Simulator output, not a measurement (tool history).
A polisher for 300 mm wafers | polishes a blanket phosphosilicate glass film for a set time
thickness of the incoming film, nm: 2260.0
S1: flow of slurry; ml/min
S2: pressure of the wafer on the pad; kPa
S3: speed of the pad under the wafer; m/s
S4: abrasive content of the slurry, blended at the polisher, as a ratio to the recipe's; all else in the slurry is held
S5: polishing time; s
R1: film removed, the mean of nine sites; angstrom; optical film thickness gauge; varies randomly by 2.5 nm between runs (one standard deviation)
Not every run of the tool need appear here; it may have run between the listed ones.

run 1 hour=0 | S1=195 S2=20.7 S3=0.78 S4=1 S5=62 | R1=4411.2
run 2 hour=1.1 | S1=195 S2=20.7 S3=0.64 S4=1 S5=62 | R1=3891
run 3 hour=7 | S1=195 S2=20.7 S3=0.64 S4=1 S5=62 | R1=3890.1
run 4 hour=16 | S1=195 S2=20.7 S3=0.64 S4=1 S5=64 | R1=3987
run 5 hour=23.4 | S1=195 S2=20.7 S3=0.5 S4=1 S5=64 | R1=3453.9
run 6 hour=26.5 | S1=195 S2=24.1 S3=0.5 S4=1 S5=64 | R1=3945.9
-- hour=31.9 slurry nozzle cleaned
run 7 hour=31.9 | S1=190 S2=23.4 S3=0.5 S4=1 S5=64 | R1=4124.7

What will run 8 give?
run 8 hour=37 | S1=200 S2=22.8 S3=0.5 S4=1 S5=64 | R1=?

R1: 4030.4 angstrom
